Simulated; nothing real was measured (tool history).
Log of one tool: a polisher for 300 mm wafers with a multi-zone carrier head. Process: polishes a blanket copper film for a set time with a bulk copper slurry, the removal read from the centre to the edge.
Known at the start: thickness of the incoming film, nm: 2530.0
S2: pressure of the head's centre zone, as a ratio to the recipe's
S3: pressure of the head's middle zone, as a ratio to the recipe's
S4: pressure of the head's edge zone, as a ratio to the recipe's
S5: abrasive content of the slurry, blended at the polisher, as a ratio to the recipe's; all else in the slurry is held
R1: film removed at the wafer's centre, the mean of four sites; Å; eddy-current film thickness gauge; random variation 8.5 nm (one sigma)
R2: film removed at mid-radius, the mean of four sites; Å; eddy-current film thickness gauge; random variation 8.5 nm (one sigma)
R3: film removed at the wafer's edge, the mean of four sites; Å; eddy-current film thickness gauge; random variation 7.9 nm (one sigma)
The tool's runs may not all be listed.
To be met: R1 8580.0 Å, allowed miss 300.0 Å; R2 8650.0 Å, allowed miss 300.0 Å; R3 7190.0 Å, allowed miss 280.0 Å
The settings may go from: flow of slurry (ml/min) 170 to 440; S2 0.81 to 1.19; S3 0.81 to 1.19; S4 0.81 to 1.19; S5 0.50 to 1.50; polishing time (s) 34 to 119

{"run": 1, "day": 0.0, "flow of slurry (ml/min)": 280, "S2": 1.0, "S3": 1.0, "S4": 1.0, "S5": 1.0, "polishing time (s)": 76, "R1": 10355.0, "R2": 10438.0, "R3": 9479.3}
{"run": 2, "day": 0.092, "flow of slurry (ml/min)": 280, "S2": 1.0, "S3": 0.94, "S4": 1.0, "S5": 1.0, "polishing time (s)": 76, "R1": 10418.0, "R2": 10033.0, "R3": 9475.3}
{"run": 3, "day": 0.162, "flow of slurry (ml/min)": 280, "S2": 1.0, "S3": 0.94, "S4": 1.0, "S5": 1.0, "polishing time (s)": 64, "R1": 8703.4, "R2": 8471.8, "R3": 8130.8}
{"run": 4, "day": 0.458, "flow of slurry (ml/min)": 315, "S2": 1.0, "S3": 0.94, "S4": 1.0, "S5": 1.0, "polishing time (s)": 64, "R1": 8804.0, "R2": 8669.0, "R3": 8107.7}
{"run": 5, "day": 0.725, "flow of slurry (ml/min)": 315, "S2": 0.96, "S3": 0.94, "S4": 1.0, "S5": 1.0, "polishing time (s)": 64, "R1": 8595.0, "R2": 8593.7, "R3": 8119.9}
{"day": 0.95, "done": "edge zone pressure recalibrated"}
{"run": 6, "day": 0.95, "flow of slurry (ml/min)": 330, "S2": 0.97, "S3": 0.95, "S4": 0.96, "S5": 0.95, "polishing time (s)": 64, "R1": 8657.6, "R2": 8454.6, "R3": 8363.5}
{"run": 7, "day": 1.008, "flow of slurry (ml/min)": 330, "S2": 0.97, "S3": 0.95, "S4": 0.96, "S5": 0.95, "polishing time (s)": 64, "R1": 8525.9, "R2": 8684.7, "R3": 8290.6}
{"run": 8, "day": 1.192, "flow of slurry (ml/min)": 325, "S2": 1.02, "S3": 0.99, "S4": 0.99, "S5": 0.95, "polishing time (s)": 61, "R1": 8576.8, "R2": 8415.0, "R3": 7817.6}
{"run": 9, "day": 1.421, "flow of slurry (ml/min)": 325, "S2": 1.04, "S3": 1.03, "S4": 1.01, "S5": 0.95, "polishing time (s)": 60, "R1": 8475.4, "R2": 8512.1, "R3": 7895.2}

Which of these 5 next moves meets every target?
{"run": "A", "day": 1.65, "flow of slurry (ml/min)": 350, "S2": 1.1, "S3": 1.16, "S4": 0.95, "S5": 1.4, "polishing time (s)": 50, "R1": "?", "R2": "?", "R3": "?"}
{"run": "B", "day": 1.65, "flow of slurry (ml/min)": 340, "S2": 0.99, "S3": 0.97, "S4": 1.07, "S5": 1.05, "polishing time (s)": 63, "R1": "?", "R2": "?", "R3": "?"}
{"run": "C", "day": 1.65, "flow of slurry (ml/min)": 400, "S2": 0.99, "S3": 1.07, "S4": 1.13, "S5": 0.55, "polishing time (s)": 72, "R1": "?", "R2": "?", "R3": "?"}
{"run": "D", "day": 1.65, "flow of slurry (ml/min)": 400, "S2": 0.94, "S3": 0.97, "S4": 1.01, "S5": 0.7, "polishing time (s)": 68, "R1": "?", "R2": "?", "R3": "?"}
{"run": "E", "day": 1.65, "flow of slurry (ml/min)": 330, "S2": 0.97, "S3": 0.97, "S4": 0.99, "S5": 0.85, "polishing time (s)": 64, "R1": "?", "R2": "?", "R3": "?"}

move=A R1=8564.0 R2=8712.8 R3=7084.8
move=B R1=8942.0 R2=8917.7 R3=8750.0
move=C R1=8588.5 R2=9161.5 R3=8586.5
move=D R1=8287.8 R2=8700.0 R3=8268.8
move=E R1=8364.7 R2=8519.7 R3=8050.6
A: meets every target
B: further off than the last run
C: further off than the last run
D: further off than the last run
E: further off than the last run
The right move is A.
